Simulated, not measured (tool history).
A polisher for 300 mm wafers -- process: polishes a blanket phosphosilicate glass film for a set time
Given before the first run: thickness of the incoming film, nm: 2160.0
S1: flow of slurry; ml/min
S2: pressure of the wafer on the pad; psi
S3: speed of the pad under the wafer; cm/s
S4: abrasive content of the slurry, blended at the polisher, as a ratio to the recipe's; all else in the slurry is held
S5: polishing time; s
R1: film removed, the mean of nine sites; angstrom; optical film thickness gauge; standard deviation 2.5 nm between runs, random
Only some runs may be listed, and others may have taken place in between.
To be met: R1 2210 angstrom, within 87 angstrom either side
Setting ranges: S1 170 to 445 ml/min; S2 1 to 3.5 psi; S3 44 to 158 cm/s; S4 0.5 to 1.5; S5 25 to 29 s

run 1 day=0 | S1=285 S2=2.2 S3=100 S4=1 S5=29 | R1=1737.1
run 2 day=0.338 | S1=215 S2=2.2 S3=100 S4=1 S5=29 | R1=1685.8
run 3 day=0.621 | S1=215 S2=2 S3=100 S4=1 S5=29 | R1=1528.8
run 4 day=0.95 | S1=170 S2=2 S3=100 S4=1 S5=29 | R1=1452.4
run 5 day=1.012 | S1=180 S2=2.1 S3=100 S4=1 S5=29 | R1=1600.5
run 6 day=1.138 | S1=180 S2=1.5 S3=100 S4=1 S5=29 | R1=1127.3
run 7 day=1.267 | S1=185 S2=1.6 S3=100 S4=1 S5=29 | R1=1236.3
run 8 day=1.425 | S1=190 S2=1.7 S3=100 S4=1 S5=29 | R1=1277.1
run 9 day=1.604 | S1=190 S2=1.8 S3=100 S4=1 S5=29 | R1=1365.2
run 10 day=1.929 | S1=190 S2=1.9 S3=100 S4=1 S5=29 | R1=1447.8
run 11 day=2.288 | S1=190 S2=2 S3=100 S4=1 S5=29 | R1=1503
run 12 day=2.417 | S1=190 S2=2.1 S3=100 S4=1 S5=29 | R1=1573.2
run 13 day=2.675 | S1=195 S2=2.2 S3=100 S4=1 S5=29 | R1=1671.9
run 14 day=2.862 | S1=195 S2=2.3 S3=100 S4=1 S5=29 | R1=1724.9
run 15 day=3.004 | S1=200 S2=2.3 S3=100 S4=1 S5=29 | R1=1719.9
run 16 day=3.342 | S1=205 S2=2.3 S3=100 S4=1 S5=29 | R1=1761.4
run 17 day=3.608 | S1=210 S2=2.3 S3=100 S4=1 S5=29 | R1=1753.4

5 candidate next runs follow, results not yet known. Just one meets every target within its allowed miss. Identify it.
run A day=3.875 | S1=200 S2=2.5 S3=110 S4=1.1 S5=28 | R1=?
run B day=3.875 | S1=175 S2=3 S3=124 S4=0.85 S5=27 | R1=?
run C day=3.875 | S1=185 S2=2 S3=106 S4=1 S5=25 | R1=?
run D day=3.875 | S1=220 S2=2.2 S3=122 S4=1.1 S5=28 | R1=?
run E day=3.875 | S1=185 S2=2.1 S3=148 S4=0.95 S5=28 | R1=?

move=A R1=2075.3
move=B R1=2202.6
move=C R1=1356.8
move=D R1=2018.8
move=E R1=2017.8
A: moves toward the targets from the last run without getting all of them in spec
B: meets every target
C: misses by more than the last run did
D: moves toward the targets from the last run without getting all of them in spec
E: moves toward the targets from the last run without getting all of them in spec
Go with B: it meets all targets.
